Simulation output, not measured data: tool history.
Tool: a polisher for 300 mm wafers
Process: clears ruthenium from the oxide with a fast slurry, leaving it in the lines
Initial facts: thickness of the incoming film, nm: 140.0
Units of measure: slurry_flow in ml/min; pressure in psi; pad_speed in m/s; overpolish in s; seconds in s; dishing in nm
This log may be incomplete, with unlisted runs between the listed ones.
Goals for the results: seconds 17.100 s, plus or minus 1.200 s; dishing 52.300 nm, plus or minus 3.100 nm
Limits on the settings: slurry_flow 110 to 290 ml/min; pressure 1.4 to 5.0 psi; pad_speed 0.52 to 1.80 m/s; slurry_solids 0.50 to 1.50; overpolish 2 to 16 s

run  hour  slurry_flow  pressure  pad_speed  slurry_solids  overpolish  seconds  dishing
  1   0.0          185       3.2       1.16           1.00           8   29.674   30.824
  2   2.0          185       3.2       1.16           1.00           6   29.584   22.998
  3   9.7          185       3.4       1.20           1.00           7   26.540   29.103
  4  14.0          185       2.8       1.20           1.00           7   31.758   24.672
  5  19.8          185       2.8       1.20           1.00           4   32.262   14.788
  6  25.9          185       3.2       1.20           1.00           4   29.183   16.405
  7  32.6          185       3.3       1.26           1.00           5   26.603   21.267
  8  38.8          170       4.2       1.44           0.90           9   20.577   45.537
  9  41.2          175       4.3       1.44           0.90           9   19.174   43.919
 10  47.7          175       4.4       1.44           0.90           9   18.847   45.686
 11  56.3          180       4.5       1.46           0.90           9   17.909   46.633
 12  60.5          175       4.6       1.48           0.90           9   18.052   47.186
 13  68.9          175       4.7       1.50           0.90           9   17.714   47.949

4 next moves are on the table. One of them brings every result within its allowed miss. Which?
  A  77.3          130       4.6       1.64           0.90          10        ?        ?
  B  77.3          150       4.7       1.30           0.75          12        ?        ?
  C  77.3          180       4.4       1.26           0.90          12        ?        ?
  D  77.3          135       4.6       1.30           0.85          12        ?        ?

move  seconds  dishing
   A   17.568   52.984
   B   21.522   52.264
   C   21.387   52.483
   D   21.524   52.261
A: every result lands within tolerance
B: corrects the largest miss of the last run, while another result sits out of spec
C: corrects the largest miss of the last run, while another result sits out of spec
D: corrects the largest miss of the last run, while another result sits out of spec
So the answer is move A, the one that meets all the targets.
